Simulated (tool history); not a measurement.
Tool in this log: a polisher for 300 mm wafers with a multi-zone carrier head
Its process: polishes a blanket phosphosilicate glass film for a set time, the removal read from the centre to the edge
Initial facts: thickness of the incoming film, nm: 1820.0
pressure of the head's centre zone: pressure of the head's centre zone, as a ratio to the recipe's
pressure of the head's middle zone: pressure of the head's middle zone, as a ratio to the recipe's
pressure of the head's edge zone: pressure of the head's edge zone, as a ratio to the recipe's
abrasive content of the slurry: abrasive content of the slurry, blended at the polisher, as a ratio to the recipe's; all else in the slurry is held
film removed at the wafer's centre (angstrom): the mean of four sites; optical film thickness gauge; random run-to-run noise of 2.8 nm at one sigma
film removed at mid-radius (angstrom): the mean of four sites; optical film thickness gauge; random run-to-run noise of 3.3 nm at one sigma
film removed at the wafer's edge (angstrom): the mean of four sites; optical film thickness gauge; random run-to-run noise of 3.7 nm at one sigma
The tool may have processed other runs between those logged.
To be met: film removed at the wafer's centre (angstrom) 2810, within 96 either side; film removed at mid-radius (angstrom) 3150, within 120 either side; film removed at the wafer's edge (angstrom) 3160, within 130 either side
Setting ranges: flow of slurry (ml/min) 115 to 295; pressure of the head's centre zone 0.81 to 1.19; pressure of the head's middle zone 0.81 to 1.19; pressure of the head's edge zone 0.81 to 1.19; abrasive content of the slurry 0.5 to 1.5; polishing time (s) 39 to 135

| run | hour | flow of slurry (ml/min) | pressure of the head's centre zone | pressure of the head's middle zone | pressure of the head's edge zone | abrasive content of the slurry | polishing time (s) | film removed at the wafer's centre (angstrom) | film removed at mid-radius (angstrom) | film removed at the wafer's edge (angstrom) |
|---|---|---|---|---|---|---|---|---|---|---|
| 1 | 0 | 190 | 1 | 1 | 1 | 1 | 87 | 4617.1 | 4612.3 | 4821.5 |
| 2 | 6.1 | 185 | 0.98 | 1 | 0.98 | 0.95 | 86 | 4392.6 | 4413.8 | 4450.8 |
| 3 | 8.8 | 185 | 0.98 | 1 | 0.95 | 0.95 | 86 | 4249.2 | 4454.3 | 4342.1 |
| 4 | 15 | 180 | 0.96 | 0.98 | 0.94 | 0.9 | 86 | 4117.1 | 4238.6 | 4326.7 |
| 5 | 17.8 | 175 | 0.95 | 0.98 | 0.93 | 0.85 | 85 | 3914.3 | 3935.1 | 4100.4 |
| 6 | 26.3 | 175 | 0.95 | 0.98 | 1 | 0.85 | 85 | 3891.3 | 4033.5 | 4143.7 |
| 7 | 29.8 | 170 | 0.94 | 0.98 | 0.99 | 0.8 | 85 | 3665.2 | 3861.3 | 3997.7 |
| 8 | 38.5 | 170 | 0.94 | 0.98 | 0.99 | 0.8 | 85 | 3774.9 | 3869.9 | 3885.2 |
| 9 | 42.6 | 170 | 0.92 | 0.98 | 0.99 | 0.8 | 84 | 3610.5 | 3808 | 4008.5 |
| 10 | 50.2 | 165 | 0.91 | 0.98 | 0.98 | 0.75 | 84 | 3405.4 | 3608 | 3758.3 |
| 11 | 52.7 | 160 | 0.9 | 0.99 | 0.97 | 0.75 | 84 | 3370.9 | 3634.9 | 3755 |
| 12 | 56.2 | 155 | 0.9 | 0.99 | 0.97 | 0.7 | 84 | 3192 | 3431.4 | 3526 |
| 13 | 63.2 | 150 | 0.9 | 0.99 | 0.96 | 0.7 | 84 | 3182.9 | 3445.1 | 3643.1 |
| 14 | 67 | 155 | 0.89 | 0.99 | 0.96 | 0.65 | 84 | 2974.1 | 3332.6 | 3382.3 |
| 15 | 73.7 | 155 | 0.89 | 0.99 | 0.95 | 0.65 | 84 | 3014.5 | 3375.7 | 3330.8 |
| 16 | 75 | 150 | 0.89 | 0.99 | 0.94 | 0.65 | 84 | 2986.1 | 3316 | 3337.4 |
| 17 | 79.3 | 145 | 0.89 | 0.99 | 0.93 | 0.65 | 84 | 2966.2 | 3327.9 | 3340.7 |
| 18 | 86.8 | 145 | 0.89 | 0.99 | 0.93 | 0.65 | 84 | 2892.6 | 3314.5 | 3315.2 |
| 19 | 93.9 | 140 | 0.9 | 0.97 | 0.91 | 0.65 | 84 | 2984.7 | 3264.5 | 3331.5 |
| 20 | 97.5 | 135 | 0.87 | 0.97 | 0.88 | 0.55 | 84 | 2520.6 | 2848.8 | 2923.8 |
| 21 | 106.4 | 135 | 0.87 | 0.97 | 0.89 | 0.55 | 84 | 2518.7 | 2852.5 | 2885 |
| 22 | 113.6 | 185 | 0.9 | 0.99 | 0.97 | 0.65 | 84 | 3137.1 | 3425.7 | 3487.8 |
| 23 | 114.8 | 180 | 0.9 | 0.99 | 0.96 | 0.65 | 84 | 3137 | 3415.3 | 3344.9 |
| 24 | 117.5 | 180 | 0.9 | 0.99 | 0.96 | 0.65 | 84 | 3099.9 | 3425.6 | 3498.2 |
| 25 | 123.6 | 175 | 0.9 | 0.99 | 0.95 | 0.65 | 84 | 3031 | 3384.5 | 3415.5 |
| 26 | 131.5 | 175 | 0.9 | 0.99 | 0.94 | 0.65 | 84 | 3103.5 | 3418.2 | 3410 |

Below are 4 possible settings for the next run. Only one of them brings all results inside the allowed miss of their targets. Which is it?
| A | 139.4 | 185 | 0.88 | 1.01 | 0.95 | 0.7 | 73 | ? | ? | ? |
| B | 139.4 | 165 | 0.81 | 1.09 | 0.9 | 0.55 | 91 | ? | ? | ? |
| C | 139.4 | 160 | 1.13 | 1.19 | 1.02 | 0.55 | 85 | ? | ? | ? |
| D | 139.4 | 215 | 1.08 | 1.19 | 0.88 | 0.5 | 97 | ? | ? | ? |

| move | film removed at the wafer's centre (angstrom) | film removed at mid-radius (angstrom) | film removed at the wafer's edge (angstrom) |
|---|---|---|---|
| A | 2771.8 | 3144 | 3142.1 |
| B | 2640.6 | 3480.4 | 3203.7 |
| C | 3436.5 | 3485 | 3123.5 |
| D | 3624.4 | 3831.9 | 3216.1 |
A: meets every target
B: moves the result that the last run missed by most past its target, out the other side
C: lands further from the targets than the last run did
D: lands further from the targets than the last run did
The move that meets every target is A.
